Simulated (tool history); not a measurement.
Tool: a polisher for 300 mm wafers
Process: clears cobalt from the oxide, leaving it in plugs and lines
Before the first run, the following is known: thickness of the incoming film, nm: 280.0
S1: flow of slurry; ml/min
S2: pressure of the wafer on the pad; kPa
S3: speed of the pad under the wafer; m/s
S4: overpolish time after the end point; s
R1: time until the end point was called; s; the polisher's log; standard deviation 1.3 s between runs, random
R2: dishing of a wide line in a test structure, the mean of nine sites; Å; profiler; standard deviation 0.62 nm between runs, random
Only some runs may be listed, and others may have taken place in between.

run	hour	S1	S2	S3	S4	R1	R2
1	0.0	280	15.2	1.18	16	49.095	331.73
2	4.5	280	15.2	1.18	9	48.200	279.86
3	7.2	280	13.1	1.16	10	54.611	289.14
4	14.6	280	13.1	1.16	5	54.557	195.15
5	22.1	280	13.1	1.16	5	55.160	185.91
6	24.0	245	13.1	1.16	5	55.544	194.84
7	30.9	245	11.7	1.12	8	61.470	237.12
8	32.5	245	10.3	1.08	9	68.088	240.97

Run 9 comes next. What will it give?
9	40.1	245	9.7	1.06	10	?	?

{"run 9": {"R1": 74.293, "R2": 244.59}}

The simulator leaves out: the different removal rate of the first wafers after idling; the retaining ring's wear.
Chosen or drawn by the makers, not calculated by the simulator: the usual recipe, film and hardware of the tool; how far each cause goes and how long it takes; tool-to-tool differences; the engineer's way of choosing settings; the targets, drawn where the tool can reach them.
